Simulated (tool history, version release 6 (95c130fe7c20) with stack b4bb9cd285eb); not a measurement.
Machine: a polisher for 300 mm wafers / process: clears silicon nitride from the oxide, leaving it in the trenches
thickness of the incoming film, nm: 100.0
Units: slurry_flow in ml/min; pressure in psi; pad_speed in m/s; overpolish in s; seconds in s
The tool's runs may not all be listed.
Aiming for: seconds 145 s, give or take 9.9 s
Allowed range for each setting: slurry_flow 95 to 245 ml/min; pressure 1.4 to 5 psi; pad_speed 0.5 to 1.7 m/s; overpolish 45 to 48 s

| run | hour | slurry_flow | pressure | pad_speed | overpolish | seconds |
|---|---|---|---|---|---|---|
| 1 | 0 | 155 | 3.2 | 1.1 | 45 | 102.06 |
| 2 | 5.9 | 155 | 2.9 | 1.08 | 45 | 111.42 |
| 3 | 9.1 | 155 | 2.7 | 1.06 | 45 | 122.25 |
| 4 | 9.7 | 175 | 2.7 | 1.06 | 45 | 117.36 |
| 5 | 10.5 | 175 | 2.7 | 1.24 | 45 | 99.246 |
| 6 | 17 | 175 | 3.2 | 1.24 | 45 | 89.772 |
| 7 | 25.5 | 175 | 2.8 | 1.2 | 45 | 101.49 |
| 8 | 31.8 | 175 | 2.5 | 1.18 | 45 | 114.87 |
| 9 | 32.5 | 175 | 2.3 | 1.16 | 45 | 119.76 |
| 10 | 35.9 | 175 | 2.1 | 1.14 | 45 | 127.73 |
| 11 | 42.5 | 175 | 2 | 1.14 | 45 | 132.62 |

Which of these 5 next moves meets every target?
| A | 49.1 | 200 | 2.1 | 1.24 | 45 | ? |
| B | 49.1 | 160 | 2.2 | 1.22 | 45 | ? |
| C | 49.1 | 115 | 2.3 | 1.32 | 48 | ? |
| D | 49.1 | 200 | 2.3 | 1.18 | 45 | ? |
| E | 49.1 | 175 | 2.8 | 0.84 | 45 | ? |

| move | seconds |
|---|---|
| A | 115.16 |
| B | 117.86 |
| C | 114.14 |
| D | 114.3 |
| E | 142.68 |
A: the biggest miss grows against the last run
B: the biggest miss grows against the last run
C: the biggest miss grows against the last run
D: the biggest miss grows against the last run
E: every result lands within tolerance
Move E is the one to make.
